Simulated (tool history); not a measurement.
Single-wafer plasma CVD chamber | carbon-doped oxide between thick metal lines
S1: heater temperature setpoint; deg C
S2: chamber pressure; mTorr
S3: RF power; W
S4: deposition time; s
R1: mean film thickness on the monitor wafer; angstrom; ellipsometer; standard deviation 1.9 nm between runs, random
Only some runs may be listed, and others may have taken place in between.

{"run": 1, "day": 0.0, "S1": 330, "S2": 6610, "S3": 585, "S4": 179, "R1": 10392.0}
{"run": 2, "day": 0.029, "S1": 330, "S2": 6610, "S3": 585, "S4": 185, "R1": 10760.0}
{"run": 3, "day": 0.379, "S1": 330, "S2": 6610, "S3": 585, "S4": 185, "R1": 10799.0}
{"run": 4, "day": 0.725, "S1": 333, "S2": 6420, "S3": 525, "S4": 183, "R1": 9938.6}
{"run": 5, "day": 0.754, "S1": 339, "S2": 6420, "S3": 525, "S4": 183, "R1": 9716.0}
{"run": 6, "day": 1.067, "S1": 341, "S2": 6310, "S3": 490, "S4": 182, "R1": 9262.2}
{"run": 7, "day": 1.229, "S1": 343, "S2": 6210, "S3": 465, "S4": 181, "R1": 8823.1}

Estimate the outcome of run 8 from the log above:
{"run": 8, "day": 1.258, "S1": 344, "S2": 6100, "S3": 455, "S4": 181, "R1": "?"}

R1: 8676.0 angstrom
